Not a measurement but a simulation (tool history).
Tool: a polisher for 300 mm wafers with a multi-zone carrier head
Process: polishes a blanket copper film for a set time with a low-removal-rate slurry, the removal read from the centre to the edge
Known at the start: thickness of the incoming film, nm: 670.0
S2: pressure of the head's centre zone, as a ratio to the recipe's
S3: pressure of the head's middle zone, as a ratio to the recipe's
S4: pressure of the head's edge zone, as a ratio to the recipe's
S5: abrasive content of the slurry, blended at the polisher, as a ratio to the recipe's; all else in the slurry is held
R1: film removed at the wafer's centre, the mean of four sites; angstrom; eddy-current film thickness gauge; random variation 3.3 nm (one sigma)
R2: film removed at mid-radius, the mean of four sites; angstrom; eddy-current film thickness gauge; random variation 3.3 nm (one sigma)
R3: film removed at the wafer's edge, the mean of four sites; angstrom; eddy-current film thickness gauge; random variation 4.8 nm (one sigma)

{"run": 1, "day": 0.0, "flow of slurry (ml/min)": 155, "S2": 1.0, "S3": 1.0, "S4": 1.0, "S5": 1.0, "polishing time (s)": 66, "R1": 2745.6, "R2": 2801.6, "R3": 2755.7}
{"run": 2, "day": 0.196, "flow of slurry (ml/min)": 155, "S2": 1.0, "S3": 1.0, "S4": 1.0, "S5": 0.9, "polishing time (s)": 66, "R1": 2743.8, "R2": 2671.6, "R3": 2678.7}
{"run": 3, "day": 0.367, "flow of slurry (ml/min)": 155, "S2": 1.0, "S3": 1.0, "S4": 1.0, "S5": 0.75, "polishing time (s)": 66, "R1": 2550.3, "R2": 2592.3, "R3": 2609.2}
{"run": 4, "day": 0.538, "flow of slurry (ml/min)": 160, "S2": 1.0, "S3": 1.0, "S4": 1.04, "S5": 0.85, "polishing time (s)": 68, "R1": 2760.8, "R2": 2753.3, "R3": 2753.5}
{"run": 5, "day": 0.6, "flow of slurry (ml/min)": 160, "S2": 1.0, "S3": 0.96, "S4": 1.04, "S5": 0.85, "polishing time (s)": 68, "R1": 2742.0, "R2": 2639.4, "R3": 2784.6}
{"run": 6, "day": 0.775, "flow of slurry (ml/min)": 160, "S2": 1.0, "S3": 0.96, "S4": 1.09, "S5": 0.85, "polishing time (s)": 68, "R1": 2752.7, "R2": 2657.1, "R3": 2819.5}
{"run": 7, "day": 0.842, "flow of slurry (ml/min)": 165, "S2": 0.99, "S3": 0.95, "S4": 1.1, "S5": 0.95, "polishing time (s)": 69, "R1": 2874.7, "R2": 2781.6, "R3": 2971.4}
{"run": 8, "day": 1.175, "flow of slurry (ml/min)": 175, "S2": 0.99, "S3": 0.95, "S4": 1.12, "S5": 1.0, "polishing time (s)": 70, "R1": 3023.7, "R2": 2894.2, "R3": 3205.9}

Run 9 comes next. What will it give?
{"run": 9, "day": 1.404, "flow of slurry (ml/min)": 185, "S2": 1.0, "S3": 0.96, "S4": 1.12, "S5": 1.0, "polishing time (s)": 70, "R1": "?", "R2": "?", "R3": "?"}

Run 9 gave R1 3046.2 angstrom, R2 2928.2 angstrom, R3 3189.7 angstrom.
